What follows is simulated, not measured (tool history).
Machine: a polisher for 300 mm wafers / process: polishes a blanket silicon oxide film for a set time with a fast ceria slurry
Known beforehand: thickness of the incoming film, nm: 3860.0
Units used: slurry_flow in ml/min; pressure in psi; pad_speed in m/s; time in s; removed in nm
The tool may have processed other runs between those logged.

Run 1, hour 0.0: slurry_flow 270 ml/min, pressure 2.8 psi, pad_speed 0.76 m/s, time 60 s. Result: removed 762.58 nm.
Run 2, hour 7.5: slurry_flow 270 ml/min, pressure 2.9 psi, pad_speed 0.76 m/s, time 60 s. Result: removed 785.44 nm.
Run 3, hour 12.5: slurry_flow 270 ml/min, pressure 2.4 psi, pad_speed 0.76 m/s, time 60 s. Result: removed 667.71 nm.
Run 4, hour 15.2: slurry_flow 270 ml/min, pressure 2.6 psi, pad_speed 0.76 m/s, time 60 s. Result: removed 730.52 nm.
Run 5, hour 22.4: slurry_flow 270 ml/min, pressure 2.6 psi, pad_speed 0.58 m/s, time 60 s. Result: removed 548.10 nm.
Run 6, hour 25.5: slurry_flow 270 ml/min, pressure 2.9 psi, pad_speed 0.58 m/s, time 60 s. Result: removed 620.81 nm.
Run 7, hour 33.3: slurry_flow 270 ml/min, pressure 3.1 psi, pad_speed 0.58 m/s, time 60 s. Result: removed 642.09 nm.
Run 8, hour 40.7: slurry_flow 270 ml/min, pressure 3.3 psi, pad_speed 0.58 m/s, time 60 s. Result: removed 679.48 nm.
Run 9, hour 45.6: slurry_flow 270 ml/min, pressure 3.5 psi, pad_speed 0.58 m/s, time 60 s. Result: removed 729.14 nm.
Run 10, hour 47.5: slurry_flow 270 ml/min, pressure 3.7 psi, pad_speed 0.58 m/s, time 60 s. Result: removed 756.22 nm.
Run 11, hour 53.3: slurry_flow 270 ml/min, pressure 3.8 psi, pad_speed 0.58 m/s, time 60 s. Result: removed 776.47 nm.
Run 12, hour 60.4: slurry_flow 270 ml/min, pressure 3.9 psi, pad_speed 0.58 m/s, time 60 s. Result: removed 787.19 nm.

Run 13 has not been measured yet. What should we expect?
Run 13, hour 64.1: slurry_flow 270 ml/min, pressure 4.0 psi, pad_speed 0.60 m/s, time 60 s. Result: removed ?.

removed: 825.70 nm
